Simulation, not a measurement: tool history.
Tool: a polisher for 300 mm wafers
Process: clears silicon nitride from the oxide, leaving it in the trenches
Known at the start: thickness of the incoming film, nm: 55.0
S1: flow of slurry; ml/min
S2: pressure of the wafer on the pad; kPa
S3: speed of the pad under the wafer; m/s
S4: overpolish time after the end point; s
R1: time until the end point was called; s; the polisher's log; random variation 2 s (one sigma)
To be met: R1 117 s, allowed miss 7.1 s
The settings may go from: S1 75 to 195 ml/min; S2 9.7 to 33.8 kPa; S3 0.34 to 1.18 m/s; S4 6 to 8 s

| run | day | S1 | S2 | S3 | S4 | R1 |
|---|---|---|---|---|---|---|
| 1 | 0 | 125 | 21.4 | 0.76 | 8 | 62.061 |
| 2 | 0.188 | 125 | 17.2 | 0.76 | 8 | 71.333 |
| 3 | 0.221 | 95 | 17.2 | 0.76 | 8 | 72.05 |
| 4 | 0.583 | 80 | 17.2 | 0.76 | 8 | 76.439 |
| 5 | 0.742 | 80 | 17.2 | 0.92 | 8 | 63.174 |
| 6 | 1.062 | 80 | 17.2 | 0.86 | 8 | 67.399 |
| 7 | 1.325 | 80 | 15.2 | 0.78 | 8 | 82.085 |
| 8 | 1.483 | 80 | 13.8 | 0.76 | 8 | 85.539 |
| 9 | 1.558 | 80 | 12.4 | 0.72 | 8 | 93.325 |
| 10 | 1.762 | 80 | 11.7 | 0.68 | 8 | 99.732 |
| 11 | 2.046 | 80 | 11 | 0.66 | 8 | 106.15 |

5 next moves are on the table. One of them brings every result within its allowed miss. Which?
| A | 2.329 | 75 | 9.7 | 0.54 | 7 | ? |
| B | 2.329 | 120 | 16.5 | 0.6 | 8 | ? |
| C | 2.329 | 75 | 9.7 | 0.52 | 8 | ? |
| D | 2.329 | 75 | 13.8 | 0.66 | 8 | ? |
| E | 2.329 | 85 | 11.7 | 0.56 | 6 | ? |

| move | R1 |
|---|---|
| A | 131.96 |
| B | 86.861 |
| C | 135.65 |
| D | 95.434 |
| E | 115.3 |
A: takes the result that was furthest off past its target
B: further off than the last run
C: takes the result that was furthest off past its target
D: further off than the last run
E: meets every target
Move E is the one to make.

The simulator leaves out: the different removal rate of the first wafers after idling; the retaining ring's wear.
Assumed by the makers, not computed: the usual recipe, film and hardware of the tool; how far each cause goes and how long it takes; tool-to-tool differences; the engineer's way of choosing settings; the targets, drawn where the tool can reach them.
